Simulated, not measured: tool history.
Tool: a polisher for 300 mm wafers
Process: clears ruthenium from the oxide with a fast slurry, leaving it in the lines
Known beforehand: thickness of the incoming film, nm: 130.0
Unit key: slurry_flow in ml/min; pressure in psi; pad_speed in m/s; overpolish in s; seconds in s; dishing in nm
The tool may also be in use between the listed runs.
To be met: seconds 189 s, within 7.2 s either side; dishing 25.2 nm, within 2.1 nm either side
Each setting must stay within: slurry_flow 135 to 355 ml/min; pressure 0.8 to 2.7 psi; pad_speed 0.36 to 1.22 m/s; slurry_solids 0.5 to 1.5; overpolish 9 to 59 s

run 1 hour=0 | slurry_flow=225 pressure=1.7 pad_speed=0.78 slurry_solids=1 overpolish=30 | seconds=50.77 dishing=56.12
run 2 hour=6.9 | slurry_flow=225 pressure=1.5 pad_speed=0.78 slurry_solids=1 overpolish=30 | seconds=58.202 dishing=50.768
run 3 hour=14.8 | slurry_flow=215 pressure=1.3 pad_speed=0.66 slurry_solids=0.9 overpolish=33 | seconds=84.141 dishing=39.53
run 4 hour=22.7 | slurry_flow=215 pressure=1.3 pad_speed=0.66 slurry_solids=0.9 overpolish=28 | seconds=81.588 dishing=34.664
run 5 hour=25.4 | slurry_flow=215 pressure=1.3 pad_speed=0.66 slurry_solids=1.05 overpolish=28 | seconds=78.664 dishing=37.133
run 6 hour=26.8 | slurry_flow=205 pressure=1.1 pad_speed=0.56 slurry_solids=1 overpolish=32 | seconds=110.61 dishing=30.561
run 7 hour=28.2 | slurry_flow=200 pressure=1 pad_speed=0.5 slurry_solids=1 overpolish=35 | seconds=136.66 dishing=27.393
run 8 hour=34.8 | slurry_flow=195 pressure=0.9 pad_speed=0.48 slurry_solids=1 overpolish=37 | seconds=154.23 dishing=25.617
run 9 hour=41.9 | slurry_flow=185 pressure=0.9 pad_speed=0.46 slurry_solids=1 overpolish=39 | seconds=160.89 dishing=25.156
run 10 hour=50.7 | slurry_flow=180 pressure=0.9 pad_speed=0.46 slurry_solids=1 overpolish=41 | seconds=160.53 dishing=27.519
run 11 hour=52.2 | slurry_flow=180 pressure=0.9 pad_speed=0.44 slurry_solids=1 overpolish=42 | seconds=167.96 dishing=25.816
run 12 hour=55.6 | slurry_flow=175 pressure=0.9 pad_speed=0.44 slurry_solids=1 overpolish=43 | seconds=172.21 dishing=27.777
run 13 hour=62.3 | slurry_flow=170 pressure=0.9 pad_speed=0.44 slurry_solids=1 overpolish=43 | seconds=168.37 dishing=26.589
run 14 hour=67.4 | slurry_flow=170 pressure=0.9 pad_speed=0.44 slurry_solids=1 overpolish=44 | seconds=169.8 dishing=27.629
run 15 hour=70 | slurry_flow=165 pressure=0.9 pad_speed=0.44 slurry_solids=1 overpolish=44 | seconds=170.03 dishing=27.247

Which one of the following 5 next-run settings gets every result inside its allowed miss? There is exactly one.
run A hour=72.6 | slurry_flow=150 pressure=0.8 pad_speed=0.48 slurry_solids=0.9 overpolish=45 | seconds=? dishing=?
run B hour=72.6 | slurry_flow=155 pressure=1 pad_speed=0.44 slurry_solids=1 overpolish=33 | seconds=? dishing=?
run C hour=72.6 | slurry_flow=165 pressure=0.8 pad_speed=0.5 slurry_solids=1 overpolish=47 | seconds=? dishing=?
run D hour=72.6 | slurry_flow=150 pressure=0.9 pad_speed=0.42 slurry_solids=1.1 overpolish=46 | seconds=? dishing=?
run E hour=72.6 | slurry_flow=190 pressure=1 pad_speed=0.42 slurry_solids=0.95 overpolish=40 | seconds=? dishing=?

move=A seconds=194.03 dishing=26.094
move=B seconds=159.14 dishing=23.508
move=C seconds=171.89 dishing=30.376
move=D seconds=175.59 dishing=29.205
move=E seconds=165.28 dishing=27.145
A: all results in spec
B: misses by more than the last run did
C: closer than the last run, but not yet in spec
D: closer than the last run, but not yet in spec
E: misses by more than the last run did
Move A is the one to make.
